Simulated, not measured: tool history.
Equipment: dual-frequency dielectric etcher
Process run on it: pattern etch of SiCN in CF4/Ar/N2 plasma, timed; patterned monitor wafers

run  hour  source power (kW)  bias power (kW)  Ar flow (sccm)  CF4 flow (sccm)  etch time (s)  mean etch depth across the wafer (nm)
  1   0.0              0.490            0.091              80               44           35.5                                 36.946
  2   7.2              0.500            0.091              80               44           35.5                                 37.589
  3  13.3              0.500            0.091              80               44           35.5                                 37.184
  4  15.3              0.500            0.091              80               44           35.5                                 37.596
  5  23.5              0.500            0.091              80               44           35.5                                 37.654
  6  28.0              0.510            0.091              80               44           35.5                                 38.352
  7  29.2              0.520            0.091              80               44           35.5                                 38.761

Predict the results of run 8:
     34.1  -- source power generator calibrated
  8  34.1              0.530            0.091              80               44           35.5                                      ?

Logged for run 8: mean etch depth across the wafer (nm) 38.301.
